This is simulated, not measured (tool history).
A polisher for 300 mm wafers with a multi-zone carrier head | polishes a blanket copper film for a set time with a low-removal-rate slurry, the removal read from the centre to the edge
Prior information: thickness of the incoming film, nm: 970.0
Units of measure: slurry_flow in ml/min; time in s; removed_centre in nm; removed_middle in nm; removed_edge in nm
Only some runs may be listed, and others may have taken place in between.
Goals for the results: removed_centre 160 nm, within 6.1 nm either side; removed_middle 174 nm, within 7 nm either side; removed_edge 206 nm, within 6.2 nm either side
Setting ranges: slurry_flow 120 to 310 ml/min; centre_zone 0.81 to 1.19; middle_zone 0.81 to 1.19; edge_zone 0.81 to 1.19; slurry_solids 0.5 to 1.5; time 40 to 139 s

Run 1, hour 0: slurry_flow 200 ml/min, centre_zone 1, middle_zone 1, edge_zone 1, slurry_solids 1, time 89 s. Result: removed_centre 289.76 nm, removed_middle 292.68 nm, removed_edge 296.23 nm.
Run 2, hour 7.6: slurry_flow 190 ml/min, centre_zone 0.97, middle_zone 0.98, edge_zone 1, slurry_solids 0.9, time 85 s. Result: removed_centre 256.35 nm, removed_middle 263.13 nm, removed_edge 268.89 nm.
Run 3, hour 10.8: slurry_flow 180 ml/min, centre_zone 0.94, middle_zone 0.96, edge_zone 1.01, slurry_solids 0.85, time 83 s. Result: removed_centre 238.69 nm, removed_middle 247.09 nm, removed_edge 261.25 nm.
Run 4, hour 13.1: slurry_flow 180 ml/min, centre_zone 0.94, middle_zone 0.96, edge_zone 1.01, slurry_solids 1, time 83 s. Result: removed_centre 255.17 nm, removed_middle 256.68 nm, removed_edge 273.58 nm.
Run 5, hour 20.3: slurry_flow 180 ml/min, centre_zone 0.87, middle_zone 0.96, edge_zone 1.01, slurry_solids 1, time 83 s. Result: removed_centre 233.72 nm, removed_middle 262.84 nm, removed_edge 271.23 nm.
Run 6, hour 28.3: slurry_flow 180 ml/min, centre_zone 0.87, middle_zone 1.04, edge_zone 1.01, slurry_solids 1, time 83 s. Result: removed_centre 229.57 nm, removed_middle 275.37 nm, removed_edge 272.47 nm.
Run 7, hour 32.2: slurry_flow 170 ml/min, centre_zone 0.86, middle_zone 1.01, edge_zone 1.02, slurry_solids 0.9, time 81 s. Result: removed_centre 214.21 nm, removed_middle 245.46 nm, removed_edge 256.56 nm.
Run 8, hour 40.5: slurry_flow 125 ml/min, centre_zone 0.81, middle_zone 0.96, edge_zone 1.09, slurry_solids 0.65, time 69 s. Result: removed_centre 145.46 nm, removed_middle 178.14 nm, removed_edge 199.55 nm.

4 next moves are on the table. One of them brings every result within its allowed miss. Which?
Run A, hour 48.8: slurry_flow 120 ml/min, centre_zone 0.91, middle_zone 0.95, edge_zone 1.04, slurry_solids 0.65, time 66 s. Result: removed_centre ?, removed_middle ?, removed_edge ?.
Run B, hour 48.8: slurry_flow 120 ml/min, centre_zone 0.87, middle_zone 0.88, edge_zone 1.09, slurry_solids 0.7, time 69 s. Result: removed_centre ?, removed_middle ?, removed_edge ?.
Run C, hour 48.8: slurry_flow 125 ml/min, centre_zone 0.84, middle_zone 0.95, edge_zone 0.99, slurry_solids 0.95, time 66 s. Result: removed_centre ?, removed_middle ?, removed_edge ?.
Run D, hour 48.8: slurry_flow 120 ml/min, centre_zone 0.95, middle_zone 1.07, edge_zone 1.1, slurry_solids 0.7, time 63 s. Result: removed_centre ?, removed_middle ?, removed_edge ?.

move  removed_centre  removed_middle  removed_edge
   A          156.98          169.73        183.53
   B          160.31          173.64        200.94
   C          162.93          190.87        200.96
   D          160.09          177.82        183.99
A: gets the furthest-off result to its target, but another result is out of tolerance
B: meets every target
C: gets the furthest-off result to its target, but another result is out of tolerance
D: gets the furthest-off result to its target, but another result is out of tolerance
So the answer is move B, the one that meets all the targets.

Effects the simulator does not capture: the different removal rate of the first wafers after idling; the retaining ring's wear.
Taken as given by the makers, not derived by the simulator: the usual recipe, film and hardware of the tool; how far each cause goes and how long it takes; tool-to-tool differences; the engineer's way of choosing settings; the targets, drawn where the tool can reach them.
